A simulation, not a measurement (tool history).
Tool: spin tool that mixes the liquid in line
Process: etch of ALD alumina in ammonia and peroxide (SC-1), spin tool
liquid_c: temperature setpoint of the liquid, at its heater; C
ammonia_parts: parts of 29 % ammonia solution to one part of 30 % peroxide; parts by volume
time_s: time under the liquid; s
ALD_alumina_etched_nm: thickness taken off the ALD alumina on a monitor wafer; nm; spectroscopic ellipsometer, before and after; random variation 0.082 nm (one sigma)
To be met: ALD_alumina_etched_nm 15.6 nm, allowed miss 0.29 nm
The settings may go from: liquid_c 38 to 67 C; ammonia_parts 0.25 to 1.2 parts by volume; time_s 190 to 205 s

run,hour,liquid_c,ammonia_parts,time_s,ALD_alumina_etched_nm
1,0,51,0.95,190,10.342
2,2.6,52,0.95,190,10.956
3,6.7,52,0.95,205,11.818
4,11.1,52,1.15,205,12.004
5,14.4,52,1.15,190,11.101
6,19.7,52.5,1.15,190,11.46
7,26.1,53,1.15,190,11.77
8,34.4,53.5,1.15,190,12.146
9,40.2,59,1.15,190,16.353

Which of these 5 next moves meets every target?
A,46,59.5,1.05,200,?
B,46,57.5,1,200,?
C,46,59,1.2,190,?
D,46,57.5,1.2,190,?
E,46,60.5,1.2,190,?

move,ALD_alumina_etched_nm
A,17.413
B,15.626
C,16.327
D,15.103
E,17.635
A: further off than the last run
B: meets every target
C: as far off as the last run
D: takes the result that was furthest off past its target
E: further off than the last run
The right move is B.
